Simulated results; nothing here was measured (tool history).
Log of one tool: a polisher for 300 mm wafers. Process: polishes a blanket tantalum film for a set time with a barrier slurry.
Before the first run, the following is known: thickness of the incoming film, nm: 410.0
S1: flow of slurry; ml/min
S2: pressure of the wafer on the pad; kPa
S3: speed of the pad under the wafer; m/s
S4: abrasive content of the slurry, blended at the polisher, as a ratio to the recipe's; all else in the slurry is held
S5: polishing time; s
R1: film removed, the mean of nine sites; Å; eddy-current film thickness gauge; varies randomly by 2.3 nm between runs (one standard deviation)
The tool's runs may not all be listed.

Run 1, hour 0: S1 300 ml/min, S2 14.5 kPa, S3 1.1 m/s, S4 1, S5 66 s. Result: R1 1536.4 Å.
Run 2, hour 8.1: S1 300 ml/min, S2 15.2 kPa, S3 1.1 m/s, S4 1, S5 66 s. Result: R1 1565.8 Å.
Run 3, hour 9: S1 300 ml/min, S2 15.2 kPa, S3 1.1 m/s, S4 1, S5 66 s. Result: R1 1596.3 Å.
Run 4, hour 17: S1 300 ml/min, S2 15.9 kPa, S3 1.1 m/s, S4 1, S5 66 s. Result: R1 1644.7 Å.
Run 5, hour 18.5: S1 300 ml/min, S2 15.9 kPa, S3 1.1 m/s, S4 1.2, S5 66 s. Result: R1 1746.8 Å.
Run 6, hour 24.6: S1 300 ml/min, S2 15.9 kPa, S3 1.1 m/s, S4 1.35, S5 66 s. Result: R1 1819.9 Å.

Run 7, settings as shown, results not yet in. Your forecast:
Run 7, hour 27.6: S1 300 ml/min, S2 15.9 kPa, S3 1.1 m/s, S4 1.35, S5 66 s. Result: R1 ?.

{"run 7": {"R1": 1813.6}}
